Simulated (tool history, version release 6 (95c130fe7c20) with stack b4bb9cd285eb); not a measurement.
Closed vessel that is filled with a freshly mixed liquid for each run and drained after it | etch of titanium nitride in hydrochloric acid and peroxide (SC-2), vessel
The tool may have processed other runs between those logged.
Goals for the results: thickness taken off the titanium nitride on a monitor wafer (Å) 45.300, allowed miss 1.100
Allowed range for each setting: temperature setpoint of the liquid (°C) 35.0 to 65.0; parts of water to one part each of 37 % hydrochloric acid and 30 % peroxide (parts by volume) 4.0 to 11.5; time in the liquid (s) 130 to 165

| run | hour | temperature setpoint of the liquid (°C) | parts of water to one part each of 37 % hydrochloric acid and 30 % peroxide (parts by volume) | time in the liquid (s) | thickness taken off the titanium nitride on a monitor wafer (Å) |
|---|---|---|---|---|---|
| 1 | 0.0 | 49.0 | 6.5 | 165 | 72.180 |
| 2 | 1.7 | 49.0 | 6.5 | 130 | 56.417 |
| 3 | 7.9 | 42.0 | 6.5 | 130 | 35.233 |
| 4 | 16.6 | 43.0 | 6.5 | 130 | 38.264 |
| 5 | 23.0 | 43.5 | 6.5 | 130 | 39.265 |
| 6 | 23.6 | 48.0 | 6.5 | 130 | 53.130 |
| 7 | 24.7 | 47.5 | 6.5 | 130 | 51.759 |
| 8 | 33.5 | 47.0 | 6.5 | 130 | 49.907 |
| 9 | 38.3 | 46.5 | 6.5 | 130 | 47.934 |
| 10 | 46.2 | 46.0 | 6.5 | 130 | 46.447 |

Consider the 4 candidate settings below. Which is the only one whose results all fall within their allowed miss of target?
| A | 54.1 | 42.5 | 6.5 | 160 | ? |
| B | 54.1 | 43.0 | 6.0 | 155 | ? |
| C | 54.1 | 46.5 | 7.5 | 130 | ? |
| D | 54.1 | 42.0 | 6.0 | 165 | ? |

| move | thickness taken off the titanium nitride on a monitor wafer (Å) |
|---|---|
| A | 44.931 |
| B | 47.870 |
| C | 42.911 |
| D | 47.557 |
A: each result inside its tolerance
B: moves away from the targets compared with the last run
C: carries the result that was furthest off beyond its target, to the other side
D: moves away from the targets compared with the last run
Go with A: it meets all targets.
